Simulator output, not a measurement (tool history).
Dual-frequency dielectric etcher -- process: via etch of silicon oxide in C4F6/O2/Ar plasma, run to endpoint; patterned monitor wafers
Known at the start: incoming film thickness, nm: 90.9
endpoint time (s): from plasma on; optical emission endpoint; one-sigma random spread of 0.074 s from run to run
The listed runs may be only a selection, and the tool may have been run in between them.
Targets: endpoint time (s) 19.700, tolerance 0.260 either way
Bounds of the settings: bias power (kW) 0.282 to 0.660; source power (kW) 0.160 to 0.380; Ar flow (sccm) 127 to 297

run,hour,bias power (kW),source power (kW),Ar flow (sccm),endpoint time (s)
1,0.0,0.471,0.270,212,21.859
2,7.1,0.420,0.270,212,22.727
3,12.3,0.420,0.270,249,22.992
4,16.5,0.390,0.270,249,23.729
5,17.7,0.390,0.270,211,23.106
6,21.4,0.475,0.270,211,21.721
7,24.3,0.509,0.270,211,21.219
8,25.8,0.536,0.270,211,20.838
9,26.7,0.557,0.270,211,20.683
10,34.4,0.557,0.270,211,20.646
11,38.1,0.575,0.270,211,20.433
12,42.6,0.590,0.270,211,20.308

Exercise: of the 5 proposed moves below, exactly one satisfies all targets within the stated allowed misses. Which move is it?
A,47.1,0.612,0.280,214,?
B,47.1,0.440,0.330,207,?
C,47.1,0.506,0.260,179,?
D,47.1,0.565,0.250,222,?
E,47.1,0.576,0.270,279,?

move,endpoint time (s)
A,19.732
B,20.774
C,21.257
D,21.142
E,20.899
A: meets every target
B: moves away from the targets compared with the last run
C: moves away from the targets compared with the last run
D: moves away from the targets compared with the last run
E: moves away from the targets compared with the last run
Move A is the one to make.

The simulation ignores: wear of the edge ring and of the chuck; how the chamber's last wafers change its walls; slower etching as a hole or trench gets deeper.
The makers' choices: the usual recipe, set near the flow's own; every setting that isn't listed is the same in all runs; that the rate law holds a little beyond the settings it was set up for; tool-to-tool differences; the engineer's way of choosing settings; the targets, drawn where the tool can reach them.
